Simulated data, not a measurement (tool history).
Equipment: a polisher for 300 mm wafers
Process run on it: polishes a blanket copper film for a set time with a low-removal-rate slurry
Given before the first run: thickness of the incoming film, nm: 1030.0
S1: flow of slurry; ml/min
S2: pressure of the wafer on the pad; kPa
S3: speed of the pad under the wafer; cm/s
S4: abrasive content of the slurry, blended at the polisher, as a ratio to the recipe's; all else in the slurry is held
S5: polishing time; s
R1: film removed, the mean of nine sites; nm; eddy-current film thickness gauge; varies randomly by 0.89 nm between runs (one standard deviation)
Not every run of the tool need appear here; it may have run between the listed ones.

Run 1, hour 0.0: S1 135 ml/min, S2 18.6 kPa, S3 88 cm/s, S4 1.0, S5 27 s. Result: R1 65.627 nm.
Run 2, hour 8.5: S1 145 ml/min, S2 21.4 kPa, S3 88 cm/s, S4 1.0, S5 27 s. Result: R1 73.914 nm.
Run 3, hour 9.8: S1 145 ml/min, S2 21.4 kPa, S3 88 cm/s, S4 1.0, S5 24 s. Result: R1 66.879 nm.
Run 4, hour 16.9: S1 145 ml/min, S2 21.4 kPa, S3 88 cm/s, S4 1.0, S5 24 s. Result: R1 67.662 nm.
Run 5, hour 25.7: S1 145 ml/min, S2 23.4 kPa, S3 92 cm/s, S4 1.0, S5 24 s. Result: R1 76.172 nm.
Run 6, hour 31.2: S1 150 ml/min, S2 24.8 kPa, S3 96 cm/s, S4 1.0, S5 24 s. Result: R1 83.901 nm.
Run 7, hour 39.8: S1 150 ml/min, S2 26.2 kPa, S3 98 cm/s, S4 1.0, S5 24 s. Result: R1 91.096 nm.

Run 8 comes next. What will it give?
Run 8, hour 47.5: S1 150 ml/min, S2 26.9 kPa, S3 100 cm/s, S4 1.0, S5 24 s. Result: R1 ?.

{"run 8": {"R1": 94.471}}

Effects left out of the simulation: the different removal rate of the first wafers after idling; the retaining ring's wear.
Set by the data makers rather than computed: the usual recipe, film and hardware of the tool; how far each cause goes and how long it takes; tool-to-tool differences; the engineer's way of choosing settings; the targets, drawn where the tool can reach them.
